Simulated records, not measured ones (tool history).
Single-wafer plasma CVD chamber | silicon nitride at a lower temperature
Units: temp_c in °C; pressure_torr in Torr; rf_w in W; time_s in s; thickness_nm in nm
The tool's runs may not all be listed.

Run 1, day 0: temp_c 365 °C, pressure_torr 1.96 Torr, rf_w 315 W, time_s 23.4 s. Result: thickness_nm 29.806 nm.
Run 2, day 0.133: temp_c 365 °C, pressure_torr 2 Torr, rf_w 320 W, time_s 23.4 s. Result: thickness_nm 30.399 nm.
Run 3, day 0.167: temp_c 365 °C, pressure_torr 2.04 Torr, rf_w 325 W, time_s 23.4 s. Result: thickness_nm 30.766 nm.
Run 4, day 0.471: temp_c 365 °C, pressure_torr 2.04 Torr, rf_w 360 W, time_s 23.4 s. Result: thickness_nm 32.654 nm.
Run 5, day 0.746: temp_c 365 °C, pressure_torr 2.04 Torr, rf_w 335 W, time_s 23.4 s. Result: thickness_nm 31.133 nm.
At day 0.825: thermocouple changed; heater temperature recalibrated.
Run 6, day 0.825: temp_c 365 °C, pressure_torr 2.06 Torr, rf_w 340 W, time_s 23.4 s. Result: thickness_nm 32.082 nm.

The next listed run, before its measurement:
Run 7, day 0.967: temp_c 365 °C, pressure_torr 2.08 Torr, rf_w 340 W, time_s 23.4 s. Result: thickness_nm ?.

thickness_nm: 31.849 nm
